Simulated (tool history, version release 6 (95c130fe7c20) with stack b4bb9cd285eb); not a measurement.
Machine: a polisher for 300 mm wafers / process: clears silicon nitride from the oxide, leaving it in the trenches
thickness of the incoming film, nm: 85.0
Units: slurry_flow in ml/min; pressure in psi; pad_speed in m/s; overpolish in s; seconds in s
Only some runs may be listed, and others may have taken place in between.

run	day	slurry_flow	pressure	pad_speed	overpolish	seconds
1	0	175	2	1.02	5	156.43
2	0.35	180	2.3	1.02	5	142.72
3	0.558	180	2.3	1.02	4	143.64
4	0.675	180	2.6	1.04	4	128.03
5	0.85	180	2.8	1.06	4	122.28
6	0.9	215	2.8	1.06	4	121.97
7	1.129	215	2.9	1.1	4	111.91
8	1.25	215	3	1.12	4	109.84

Forecast run 9:
9	1.329	215	3	1.14	4	?

seconds: 108.95 s
